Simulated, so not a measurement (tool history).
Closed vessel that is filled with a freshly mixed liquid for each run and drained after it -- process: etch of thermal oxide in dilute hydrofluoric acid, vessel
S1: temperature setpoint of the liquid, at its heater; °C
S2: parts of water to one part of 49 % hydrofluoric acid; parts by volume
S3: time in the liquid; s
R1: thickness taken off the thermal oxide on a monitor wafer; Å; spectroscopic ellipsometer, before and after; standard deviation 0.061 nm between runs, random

run,day,S1,S2,S3,R1
1,0.000,22.0,50,150,141.43
2,0.300,24.5,50,150,157.76
3,0.667,24.5,50,150,156.10
4,1.008,23.5,55,150,136.90
5,1.258,23.5,55,150,135.94
6,1.467,23.5,55,150,136.18

Forecast run 7:
7,1.583,22.5,60,150,?

Run 7 produced R1 120.23 Å.
